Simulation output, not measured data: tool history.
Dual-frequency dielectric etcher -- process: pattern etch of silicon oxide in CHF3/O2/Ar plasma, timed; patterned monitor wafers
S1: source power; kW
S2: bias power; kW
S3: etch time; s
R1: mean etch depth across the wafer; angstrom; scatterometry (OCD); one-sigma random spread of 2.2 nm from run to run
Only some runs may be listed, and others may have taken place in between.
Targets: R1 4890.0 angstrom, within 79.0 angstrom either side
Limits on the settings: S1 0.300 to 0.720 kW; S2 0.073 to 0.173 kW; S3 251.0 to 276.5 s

run	hour	S1	S2	S3	R1
1	0.0	0.510	0.123	276.5	4376.4
2	3.1	0.540	0.124	276.5	4482.2
3	6.1	0.560	0.125	276.5	4578.7
4	15.2	0.560	0.125	251.0	4134.0
5	20.5	0.560	0.136	251.0	4207.2
6	29.3	0.560	0.123	251.0	4113.6
7	32.3	0.580	0.133	253.0	4335.9
8	33.7	0.610	0.136	253.5	4445.6
9	39.1	0.630	0.139	254.0	4513.1
# hour 41.4: wet clean of the chamber
10	41.4	0.650	0.142	255.0	4782.6

4 candidate next runs follow, results not yet known. Just one meets every target within its allowed miss. Identify it.
A	43.7	0.630	0.131	270.5	?
B	43.7	0.710	0.156	251.0	?
C	43.7	0.650	0.146	265.5	?
D	43.7	0.700	0.146	259.5	?

move	R1
A	4892.4
B	5023.7
C	5013.3
D	5069.1
A: every result within its allowed miss
B: takes the result that was furthest off past its target
C: takes the result that was furthest off past its target
D: takes the result that was furthest off past its target
Move A is the one to make.
